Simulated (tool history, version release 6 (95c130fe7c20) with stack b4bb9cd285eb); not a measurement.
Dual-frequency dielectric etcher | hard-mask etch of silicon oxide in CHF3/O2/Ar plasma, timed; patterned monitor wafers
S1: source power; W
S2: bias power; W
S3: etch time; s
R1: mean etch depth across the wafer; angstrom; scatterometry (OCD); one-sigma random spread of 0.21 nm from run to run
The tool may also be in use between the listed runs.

run    day   S1   S2    S3      R1
  1      0  690  125    34  578.53
  2  0.346  690  103    34  541.35
  3  0.412  690  103    34  538.04
  4  0.629  690  103  35.5  562.16
  5  0.838  670  101  35.5  550.48
  6  1.104  560  101  35.5  511.28

Run 7 has not been measured yet. What should we expect?
  7  1.342  550  101  35.5   ?

{"run 7": {"R1": 500.37}}
